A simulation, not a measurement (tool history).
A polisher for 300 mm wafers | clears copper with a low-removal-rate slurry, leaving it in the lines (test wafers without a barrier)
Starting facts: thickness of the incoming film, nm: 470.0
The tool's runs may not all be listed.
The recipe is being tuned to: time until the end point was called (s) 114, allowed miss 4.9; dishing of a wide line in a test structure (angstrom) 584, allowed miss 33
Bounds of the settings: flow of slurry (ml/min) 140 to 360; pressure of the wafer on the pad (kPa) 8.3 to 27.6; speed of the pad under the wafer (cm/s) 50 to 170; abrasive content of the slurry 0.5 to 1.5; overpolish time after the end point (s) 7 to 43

run	hour	flow of slurry (ml/min)	pressure of the wafer on the pad (kPa)	speed of the pad under the wafer (cm/s)	abrasive content of the slurry	overpolish time after the end point (s)	time until the end point was called (s)	dishing of a wide line in a test structure (angstrom)
1	0	230	17.9	110	1	22	188.68	371.42
2	4.5	230	13.8	110	1	22	221.28	335.7
3	11.8	230	13.8	110	1	17	216.46	273.63
4	15.3	230	9.7	110	1	17	259.88	229.36
5	18.8	230	13.8	112	1	18	216.05	277.77
6	26.6	230	16.5	114	1	19	195.9	338.04
7	27.4	235	19.3	118	1	19	171.22	366.07
8	34.3	235	20.7	122	1	20	157.48	394.47
9	42.4	235	22.1	124	1	21	153.33	444.8
10	50	235	23.4	128	1	21	141.37	476.22

Exactly one of the 5 candidate moves below puts every result within its allowed miss. Which one?
A	57.6	215	24.1	100	1.15	17	?	?
B	57.6	245	26.9	142	1.05	23	?	?
C	57.6	195	24.1	148	1	15	?	?
D	57.6	220	20.7	116	0.95	31	?	?
E	57.6	225	22.8	140	1.3	17	?	?

move	time until the end point was called (s)	dishing of a wide line in a test structure (angstrom)
A	169.25	337.65
B	115.79	577.75
C	125.17	390.63
D	170.76	532.46
E	126.82	426.07
A: misses by more than the last run did
B: meets every target
C: about the same distance from the targets as the last run
D: misses by more than the last run did
E: closes in on the targets versus the last run, not all within tolerance yet
So the answer is move B, the one that meets all the targets.
